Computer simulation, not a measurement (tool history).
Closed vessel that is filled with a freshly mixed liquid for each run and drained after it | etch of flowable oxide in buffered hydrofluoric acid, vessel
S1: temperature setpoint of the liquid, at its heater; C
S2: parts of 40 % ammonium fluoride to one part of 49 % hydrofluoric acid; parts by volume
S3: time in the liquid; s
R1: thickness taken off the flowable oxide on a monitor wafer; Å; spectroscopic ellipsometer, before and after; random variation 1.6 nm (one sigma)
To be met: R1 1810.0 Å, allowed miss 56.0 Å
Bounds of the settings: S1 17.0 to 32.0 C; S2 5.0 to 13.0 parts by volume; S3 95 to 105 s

run 1 hour=0.0 | S1=24.0 S2=8.0 S3=95 | R1=3568.5
run 2 hour=8.3 | S1=21.5 S2=9.0 S3=95 | R1=2731.9
run 3 hour=16.8 | S1=20.0 S2=9.5 S3=95 | R1=2417.9
run 4 hour=22.2 | S1=19.0 S2=10.0 S3=95 | R1=2228.9
run 5 hour=30.7 | S1=19.0 S2=10.0 S3=105 | R1=2470.3
run 6 hour=34.8 | S1=17.0 S2=10.0 S3=105 | R1=2219.5
run 7 hour=40.4 | S1=17.0 S2=10.0 S3=105 | R1=2182.9
run 8 hour=49.7 | S1=17.0 S2=11.5 S3=105 | R1=1913.6

4 next moves are on the table. One of them brings every result within its allowed miss. Which?
run A hour=59.0 | S1=17.0 S2=11.5 S3=95 | R1=?
run B hour=59.0 | S1=18.0 S2=12.5 S3=95 | R1=?
run C hour=59.0 | S1=17.0 S2=11.5 S3=100 | R1=?
run D hour=59.0 | S1=17.0 S2=12.0 S3=95 | R1=?

move=A R1=1743.1
move=B R1=1700.7
move=C R1=1834.9
move=D R1=1672.0
A: takes the result that was furthest off past its target
B: takes the result that was furthest off past its target
C: meets every target
D: takes the result that was furthest off past its target
Answer: C
